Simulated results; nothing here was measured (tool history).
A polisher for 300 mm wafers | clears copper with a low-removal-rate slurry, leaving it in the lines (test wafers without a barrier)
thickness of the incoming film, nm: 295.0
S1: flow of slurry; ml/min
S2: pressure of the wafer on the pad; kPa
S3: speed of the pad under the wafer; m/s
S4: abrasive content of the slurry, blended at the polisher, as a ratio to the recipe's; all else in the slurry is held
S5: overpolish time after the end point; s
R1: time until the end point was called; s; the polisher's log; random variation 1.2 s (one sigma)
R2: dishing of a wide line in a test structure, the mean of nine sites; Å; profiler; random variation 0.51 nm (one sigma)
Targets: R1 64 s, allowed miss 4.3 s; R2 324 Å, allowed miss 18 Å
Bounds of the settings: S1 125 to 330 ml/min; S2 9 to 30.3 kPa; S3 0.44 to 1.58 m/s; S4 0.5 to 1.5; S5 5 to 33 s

Run 1, hour 0: S1 210 ml/min, S2 19.3 kPa, S3 1 m/s, S4 1, S5 17 s. Result: R1 90.136 s, R2 361.79 Å.
Run 2, hour 0.8: S1 210 ml/min, S2 19.3 kPa, S3 0.76 m/s, S4 1, S5 17 s. Result: R1 116.6 s, R2 298.75 Å.
Run 3, hour 9.7: S1 210 ml/min, S2 19.3 kPa, S3 0.76 m/s, S4 0.9, S5 17 s. Result: R1 121.29 s, R2 297.6 Å.
Run 4, hour 18.2: S1 215 ml/min, S2 20.7 kPa, S3 0.76 m/s, S4 0.9, S5 16 s. Result: R1 112.35 s, R2 295.14 Å.
Run 5, hour 21.1: S1 215 ml/min, S2 22.1 kPa, S3 0.76 m/s, S4 0.9, S5 15 s. Result: R1 107.51 s, R2 300.81 Å.
Run 6, hour 28.8: S1 215 ml/min, S2 22.8 kPa, S3 0.78 m/s, S4 0.9, S5 14 s. Result: R1 101.63 s, R2 296.61 Å.
Run 7, hour 31.2: S1 215 ml/min, S2 23.4 kPa, S3 0.8 m/s, S4 0.9, S5 13 s. Result: R1 92.538 s, R2 288.78 Å.
Run 8, hour 33.9: S1 215 ml/min, S2 24.1 kPa, S3 0.8 m/s, S4 0.9, S5 13 s. Result: R1 96.678 s, R2 292.37 Å.
Run 9, hour 42.7: S1 215 ml/min, S2 24.8 kPa, S3 0.82 m/s, S4 0.9, S5 12 s. Result: R1 86.142 s, R2 284.66 Å.
Run 10, hour 49.4: S1 215 ml/min, S2 25.5 kPa, S3 0.82 m/s, S4 0.9, S5 12 s. Result: R1 83.601 s, R2 294.35 Å.
Run 11, hour 57.9: S1 215 ml/min, S2 30.3 kPa, S3 0.86 m/s, S4 0.9, S5 9 s. Result: R1 70.613 s, R2 281.33 Å.
Run 12, hour 62.8: S1 215 ml/min, S2 30.3 kPa, S3 0.88 m/s, S4 0.9, S5 9 s. Result: R1 67.141 s, R2 283.94 Å.
Run 13, hour 68.5: S1 215 ml/min, S2 30.3 kPa, S3 0.88 m/s, S4 0.9, S5 9 s. Result: R1 65.64 s, R2 290.78 Å.

4 next moves are on the table. One of them brings every result within its allowed miss. Which?
Run A, hour 74.2: S1 305 ml/min, S2 30.3 kPa, S3 0.94 m/s, S4 0.6, S5 10 s. Result: R1 ?, R2 ?.
Run B, hour 74.2: S1 220 ml/min, S2 30.3 kPa, S3 1 m/s, S4 1, S5 10 s. Result: R1 ?, R2 ?.
Run C, hour 74.2: S1 260 ml/min, S2 30.3 kPa, S3 0.82 m/s, S4 0.75, S5 10 s. Result: R1 ?, R2 ?.
Run D, hour 74.2: S1 220 ml/min, S2 29.6 kPa, S3 1.12 m/s, S4 0.9, S5 10 s. Result: R1 ?, R2 ?.

move      R1      R2
   A  63.773  334.07
   B  57.128   365.7
   C  71.327  304.09
   D  53.324  386.32
A: meets every target
B: takes the result that was furthest off past its target
C: nearer than the last run, and not there yet
D: takes the result that was furthest off past its target
Move A is the one to make.

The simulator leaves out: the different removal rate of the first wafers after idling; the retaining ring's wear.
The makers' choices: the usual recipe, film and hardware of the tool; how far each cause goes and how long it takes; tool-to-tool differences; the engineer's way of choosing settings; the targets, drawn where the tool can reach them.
